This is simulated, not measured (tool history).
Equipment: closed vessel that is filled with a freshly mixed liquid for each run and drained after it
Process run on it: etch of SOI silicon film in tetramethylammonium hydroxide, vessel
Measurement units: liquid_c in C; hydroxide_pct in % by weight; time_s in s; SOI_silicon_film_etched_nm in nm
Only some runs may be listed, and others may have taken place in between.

run,hour,liquid_c,hydroxide_pct,time_s,SOI_silicon_film_etched_nm
1,0.0,59.0,13.0,95,303.31
2,5.9,59.5,13.0,95,313.97
3,9.2,56.5,13.0,95,263.44
4,15.6,56.5,13.0,95,263.37
5,20.7,56.5,16.0,95,234.98
6,27.8,58.0,16.0,95,263.76
7,30.5,58.0,16.0,95,258.08

Forecast run 8:
8,37.6,59.0,16.0,95,?

SOI_silicon_film_etched_nm: 277.16 nm
